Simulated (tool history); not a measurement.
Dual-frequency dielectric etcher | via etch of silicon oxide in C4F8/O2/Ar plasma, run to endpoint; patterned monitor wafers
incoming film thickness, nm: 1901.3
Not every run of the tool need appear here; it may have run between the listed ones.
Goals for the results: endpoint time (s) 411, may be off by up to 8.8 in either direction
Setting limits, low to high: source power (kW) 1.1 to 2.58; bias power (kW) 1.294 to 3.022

| run | hour | source power (kW) | bias power (kW) | endpoint time (s) |
|---|---|---|---|---|
| 1 | 0 | 1.84 | 2.158 | 460.76 |
| 2 | 5 | 1.69 | 2.158 | 479.38 |
| 3 | 12.8 | 1.84 | 2.198 | 461.29 |
| 4 | 16.8 | 1.84 | 2.566 | 433.98 |
| 5 | 19.5 | 1.9 | 2.581 | 434.67 |
| 6 | 21.6 | 1.61 | 2.581 | 450.04 |
| 7 | 28.5 | 1.73 | 2.631 | 438.05 |
| 8 | 33.6 | 1.73 | 2.631 | 438.73 |

Which of these 5 next moves meets every target?
| A | 38.7 | 1.33 | 2.702 | ? |
| B | 38.7 | 1.56 | 2.927 | ? |
| C | 38.7 | 1.77 | 2.367 | ? |
| D | 38.7 | 1.76 | 3.022 | ? |
| E | 38.7 | 1.7 | 2.387 | ? |

| move | endpoint time (s) |
|---|---|
| A | 467.52 |
| B | 432.63 |
| C | 451.55 |
| D | 412.07 |
| E | 455.76 |
A: the biggest miss grows against the last run
B: moves toward the targets from the last run without getting all of them in spec
C: the biggest miss grows against the last run
D: all results in spec
E: the biggest miss grows against the last run
D is the move that brings every result within its allowed miss.

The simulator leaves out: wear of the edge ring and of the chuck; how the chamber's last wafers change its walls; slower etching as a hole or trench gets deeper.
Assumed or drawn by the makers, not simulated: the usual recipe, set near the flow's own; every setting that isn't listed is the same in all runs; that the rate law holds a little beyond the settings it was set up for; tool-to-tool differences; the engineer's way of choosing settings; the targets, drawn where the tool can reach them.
